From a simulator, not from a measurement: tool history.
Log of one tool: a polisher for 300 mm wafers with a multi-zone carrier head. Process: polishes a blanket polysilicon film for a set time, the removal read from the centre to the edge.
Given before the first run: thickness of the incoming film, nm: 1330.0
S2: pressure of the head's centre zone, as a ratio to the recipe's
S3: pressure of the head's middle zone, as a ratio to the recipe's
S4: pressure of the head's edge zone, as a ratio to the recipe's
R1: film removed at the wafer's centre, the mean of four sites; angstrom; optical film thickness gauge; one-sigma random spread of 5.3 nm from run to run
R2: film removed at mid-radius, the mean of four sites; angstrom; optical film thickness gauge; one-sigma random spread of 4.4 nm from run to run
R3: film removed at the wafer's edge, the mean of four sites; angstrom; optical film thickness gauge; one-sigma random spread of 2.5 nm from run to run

Run 1, hour 0: flow of slurry (ml/min) 235, S2 1, S3 1, S4 1, polishing time (s) 52. Result: R1 3914.9 angstrom, R2 3985.7 angstrom, R3 3860.4 angstrom.
Run 2, hour 4.8: flow of slurry (ml/min) 235, S2 1.01, S3 0.99, S4 0.98, polishing time (s) 51. Result: R1 3962.3 angstrom, R2 3968.2 angstrom, R3 3748.6 angstrom.
Run 3, hour 12.5: flow of slurry (ml/min) 235, S2 1.01, S3 0.99, S4 0.98, polishing time (s) 60. Result: R1 4629 angstrom, R2 4544.6 angstrom, R3 4461 angstrom.
Run 4, hour 18.8: flow of slurry (ml/min) 235, S2 1.01, S3 0.98, S4 0.96, polishing time (s) 58. Result: R1 4504.7 angstrom, R2 4384.8 angstrom, R3 4214.3 angstrom.
Run 5, hour 20.4: flow of slurry (ml/min) 235, S2 1.01, S3 0.9, S4 0.96, polishing time (s) 58. Result: R1 4447.4 angstrom, R2 4081.4 angstrom, R3 4220.4 angstrom.
Run 6, hour 27.7: flow of slurry (ml/min) 235, S2 1.01, S3 0.9, S4 0.96, polishing time (s) 67. Result: R1 5152 angstrom, R2 4761.1 angstrom, R3 4927.4 angstrom.
Run 7, hour 29.5: flow of slurry (ml/min) 235, S2 1.01, S3 0.9, S4 0.94, polishing time (s) 64. Result: R1 4786.6 angstrom, R2 4545.4 angstrom, R3 4654.5 angstrom.
Run 8, hour 33.1: flow of slurry (ml/min) 235, S2 1.02, S3 0.9, S4 0.93, polishing time (s) 62. Result: R1 4860.7 angstrom, R2 4400.5 angstrom, R3 4470.3 angstrom.

Run 9, settings as shown, results not yet in. Your forecast:
Run 9, hour 34.2: flow of slurry (ml/min) 235, S2 1.02, S3 0.9, S4 0.92, polishing time (s) 60. Result: R1 ?, R2 ?, R3 ?.

{"run 9": {"R1": 4724.1, "R2": 4343.6, "R3": 4337.4}}

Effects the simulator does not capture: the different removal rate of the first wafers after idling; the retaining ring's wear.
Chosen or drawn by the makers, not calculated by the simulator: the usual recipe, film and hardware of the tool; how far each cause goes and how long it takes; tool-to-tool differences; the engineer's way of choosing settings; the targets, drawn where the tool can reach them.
